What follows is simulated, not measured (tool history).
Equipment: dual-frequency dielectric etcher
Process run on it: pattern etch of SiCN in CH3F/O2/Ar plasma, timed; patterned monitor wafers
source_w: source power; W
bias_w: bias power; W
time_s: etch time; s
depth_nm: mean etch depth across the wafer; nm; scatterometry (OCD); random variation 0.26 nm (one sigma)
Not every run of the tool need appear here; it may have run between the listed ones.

| run | hour | source_w | bias_w | time_s | depth_nm |
|---|---|---|---|---|---|
| 1 | 0.0 | 550 | 102 | 98.5 | 45.909 |
| 2 | 1.8 | 550 | 102 | 98.5 | 46.304 |
| 3 | 3.9 | 550 | 102 | 103.0 | 48.066 |
| 4 | 5.8 | 550 | 89 | 103.0 | 45.976 |
| 5 | 7.1 | 630 | 89 | 103.0 | 48.573 |
| 6 | 13.8 | 630 | 89 | 103.0 | 48.939 |
| 7 | 16.7 | 660 | 90 | 103.0 | 49.562 |
| 8 | 25.6 | 680 | 92 | 103.0 | 50.601 |

What will run 9 give?
| 9 | 31.6 | 700 | 93 | 103.0 | ? |

Run 9 gave depth_nm 51.732 nm.
